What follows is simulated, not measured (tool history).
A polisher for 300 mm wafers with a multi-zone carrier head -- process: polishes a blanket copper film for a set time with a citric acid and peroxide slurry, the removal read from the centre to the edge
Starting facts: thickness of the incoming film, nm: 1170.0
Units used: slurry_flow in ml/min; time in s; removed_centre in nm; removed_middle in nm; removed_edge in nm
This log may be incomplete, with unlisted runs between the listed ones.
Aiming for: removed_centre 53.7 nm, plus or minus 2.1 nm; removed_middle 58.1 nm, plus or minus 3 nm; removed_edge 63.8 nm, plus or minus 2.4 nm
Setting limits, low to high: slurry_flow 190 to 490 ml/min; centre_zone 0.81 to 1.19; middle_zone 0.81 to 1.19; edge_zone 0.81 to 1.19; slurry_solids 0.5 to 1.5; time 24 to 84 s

{"run": 1, "day": 0.0, "slurry_flow": 315, "centre_zone": 1, "middle_zone": 1, "edge_zone": 1, "slurry_solids": 1, "time": 54, "removed_centre": 90.357, "removed_middle": 101.02, "removed_edge": 102.31}
{"run": 2, "day": 0.171, "slurry_flow": 315, "centre_zone": 1, "middle_zone": 1, "edge_zone": 1, "slurry_solids": 1, "time": 43, "removed_centre": 70.951, "removed_middle": 80.712, "removed_edge": 82.75}
{"run": 3, "day": 0.383, "slurry_flow": 315, "centre_zone": 1, "middle_zone": 1, "edge_zone": 1, "slurry_solids": 0.9, "time": 43, "removed_centre": 71.016, "removed_middle": 78.219, "removed_edge": 79.237}
{"run": 4, "day": 0.421, "slurry_flow": 310, "centre_zone": 0.95, "middle_zone": 0.96, "edge_zone": 0.99, "slurry_solids": 0.75, "time": 42, "removed_centre": 63.122, "removed_middle": 72.059, "removed_edge": 75.586}
{"run": 5, "day": 0.483, "slurry_flow": 370, "centre_zone": 0.95, "middle_zone": 0.96, "edge_zone": 0.99, "slurry_solids": 0.75, "time": 42, "removed_centre": 63.736, "removed_middle": 73.091, "removed_edge": 75.147}
{"run": 6, "day": 0.604, "slurry_flow": 370, "centre_zone": 0.94, "middle_zone": 0.93, "edge_zone": 0.98, "slurry_solids": 0.65, "time": 41, "removed_centre": 60.647, "removed_middle": 66.013, "removed_edge": 72.872}
{"run": 7, "day": 0.771, "slurry_flow": 370, "centre_zone": 0.93, "middle_zone": 0.93, "edge_zone": 0.96, "slurry_solids": 0.6, "time": 40, "removed_centre": 57.725, "removed_middle": 64.95, "removed_edge": 70.163}
{"day": 1.017, "done": "centre zone pressure recalibrated"}
{"run": 8, "day": 1.017, "slurry_flow": 360, "centre_zone": 0.93, "middle_zone": 0.85, "edge_zone": 0.88, "slurry_solids": 0.5, "time": 37, "removed_centre": 59.412, "removed_middle": 53.02, "removed_edge": 60.137}
{"run": 9, "day": 1.192, "slurry_flow": 360, "centre_zone": 0.91, "middle_zone": 0.86, "edge_zone": 0.89, "slurry_solids": 0.5, "time": 37, "removed_centre": 56.805, "removed_middle": 54.728, "removed_edge": 58.529}
{"run": 10, "day": 1.425, "slurry_flow": 365, "centre_zone": 0.91, "middle_zone": 0.87, "edge_zone": 0.92, "slurry_solids": 0.5, "time": 37, "removed_centre": 57.025, "removed_middle": 55.057, "removed_edge": 60.365}
{"run": 11, "day": 1.65, "slurry_flow": 375, "centre_zone": 0.9, "middle_zone": 0.88, "edge_zone": 0.95, "slurry_solids": 0.5, "time": 37, "removed_centre": 56.451, "removed_middle": 55.683, "removed_edge": 62.927}

Next run, 4 choices. One meets every target within its allowed miss, the rest don't. Which?
{"run": "A", "day": 1.875, "slurry_flow": 350, "centre_zone": 0.93, "middle_zone": 1.04, "edge_zone": 1.19, "slurry_solids": 0.5, "time": 34, "removed_centre": "?", "removed_middle": "?", "removed_edge": "?"}
{"run": "B", "day": 1.875, "slurry_flow": 415, "centre_zone": 0.88, "middle_zone": 0.9, "edge_zone": 1.05, "slurry_solids": 0.5, "time": 34, "removed_centre": "?", "removed_middle": "?", "removed_edge": "?"}
{"run": "C", "day": 1.875, "slurry_flow": 375, "centre_zone": 0.92, "middle_zone": 0.99, "edge_zone": 0.99, "slurry_solids": 0.6, "time": 34, "removed_centre": "?", "removed_middle": "?", "removed_edge": "?"}
{"run": "D", "day": 1.875, "slurry_flow": 330, "centre_zone": 0.91, "middle_zone": 0.81, "edge_zone": 1.08, "slurry_solids": 0.6, "time": 36, "removed_centre": "?", "removed_middle": "?", "removed_edge": "?"}

move=A removed_centre=53.636 removed_middle=57.245 removed_edge=63.332
move=B removed_centre=51.311 removed_middle=51.298 removed_edge=60.05
move=C removed_centre=54.899 removed_middle=56.828 removed_edge=59.713
move=D removed_centre=56.859 removed_middle=50.497 removed_edge=65.691
A: each result inside its tolerance
B: pushes the last run's worst result past its target
C: the worst result of the last run now meets its target, but another is out of spec
D: further off than the last run
Move A is the one to make.

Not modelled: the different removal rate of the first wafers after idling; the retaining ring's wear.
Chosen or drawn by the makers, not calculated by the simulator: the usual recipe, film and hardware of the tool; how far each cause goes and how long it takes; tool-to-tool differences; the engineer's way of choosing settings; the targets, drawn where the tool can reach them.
